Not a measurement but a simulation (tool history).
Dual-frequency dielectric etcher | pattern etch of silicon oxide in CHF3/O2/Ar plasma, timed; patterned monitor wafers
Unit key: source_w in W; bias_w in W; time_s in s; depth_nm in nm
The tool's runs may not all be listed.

{"run": 1, "hour": 0.0, "source_w": 710, "bias_w": 229, "time_s": 622.5, "depth_nm": 1507.5}
{"run": 2, "hour": 3.0, "source_w": 750, "bias_w": 229, "time_s": 622.5, "depth_nm": 1513.8}
{"run": 3, "hour": 5.0, "source_w": 780, "bias_w": 241, "time_s": 625.5, "depth_nm": 1581.4}
{"run": 4, "hour": 10.4, "source_w": 830, "bias_w": 241, "time_s": 625.5, "depth_nm": 1603.3}
{"run": 5, "hour": 15.0, "source_w": 740, "bias_w": 241, "time_s": 625.5, "depth_nm": 1557.6}
{"run": 6, "hour": 16.8, "source_w": 740, "bias_w": 241, "time_s": 622.5, "depth_nm": 1550.2}

Predict the results of run 7:
{"run": 7, "hour": 25.5, "source_w": 770, "bias_w": 249, "time_s": 624.0, "depth_nm": "?"}

depth_nm: 1595.3 nm
